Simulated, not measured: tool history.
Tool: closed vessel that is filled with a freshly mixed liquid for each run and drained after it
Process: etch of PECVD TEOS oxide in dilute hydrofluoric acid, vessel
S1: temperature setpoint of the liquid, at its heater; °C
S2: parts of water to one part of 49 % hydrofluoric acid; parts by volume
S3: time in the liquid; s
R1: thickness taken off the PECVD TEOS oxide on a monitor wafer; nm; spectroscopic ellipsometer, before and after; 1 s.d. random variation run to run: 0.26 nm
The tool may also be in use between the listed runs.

{"run": 1, "day": 0.0, "S1": 24.0, "S2": 255, "S3": 1220, "R1": 56.518}
{"run": 2, "day": 0.146, "S1": 24.0, "S2": 310, "S3": 1220, "R1": 44.047}
{"run": 3, "day": 0.204, "S1": 24.0, "S2": 310, "S3": 1300, "R1": 46.441}
{"run": 4, "day": 0.596, "S1": 24.0, "S2": 310, "S3": 1300, "R1": 46.839}
{"run": 5, "day": 0.829, "S1": 24.0, "S2": 260, "S3": 1300, "R1": 58.886}
{"run": 6, "day": 0.983, "S1": 22.0, "S2": 280, "S3": 1300, "R1": 49.354}
{"run": 7, "day": 1.096, "S1": 22.0, "S2": 280, "S3": 1300, "R1": 50.179}
{"run": 8, "day": 1.467, "S1": 22.0, "S2": 280, "S3": 1300, "R1": 49.52}
{"run": 9, "day": 1.542, "S1": 20.5, "S2": 285, "S3": 1300, "R1": 47.007}
{"run": 10, "day": 1.596, "S1": 19.5, "S2": 295, "S3": 1300, "R1": 42.563}
{"run": 11, "day": 1.988, "S1": 19.0, "S2": 300, "S3": 1300, "R1": 41.061}
{"run": 12, "day": 2.2, "S1": 18.5, "S2": 305, "S3": 1300, "R1": 39.66}

Estimate the outcome of run 13 from the log above:
{"run": 13, "day": 2.558, "S1": 18.0, "S2": 310, "S3": 1300, "R1": "?"}

For run 13 the tool returned R1 37.674 nm.
